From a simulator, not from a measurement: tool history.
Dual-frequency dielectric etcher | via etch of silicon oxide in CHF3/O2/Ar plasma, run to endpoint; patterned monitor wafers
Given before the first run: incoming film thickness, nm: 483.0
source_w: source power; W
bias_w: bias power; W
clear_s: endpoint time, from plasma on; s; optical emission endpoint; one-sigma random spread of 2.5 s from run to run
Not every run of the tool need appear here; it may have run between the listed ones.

run	hour	source_w	bias_w	clear_s
1	0.0	610	147	267.35
2	4.6	690	147	254.25
3	10.3	640	147	264.15
4	14.7	620	145	267.81
5	22.6	620	157	262.06
6	23.6	540	157	273.64
7	28.8	540	157	278.01
8	34.5	530	156	279.01
9	39.8	520	155	286.56
10	43.3	510	155	288.65
11	43.9	500	155	288.88

Run 12 has not been measured yet. What should we expect?
12	44.5	430	147	?

clear_s: 320.97 s

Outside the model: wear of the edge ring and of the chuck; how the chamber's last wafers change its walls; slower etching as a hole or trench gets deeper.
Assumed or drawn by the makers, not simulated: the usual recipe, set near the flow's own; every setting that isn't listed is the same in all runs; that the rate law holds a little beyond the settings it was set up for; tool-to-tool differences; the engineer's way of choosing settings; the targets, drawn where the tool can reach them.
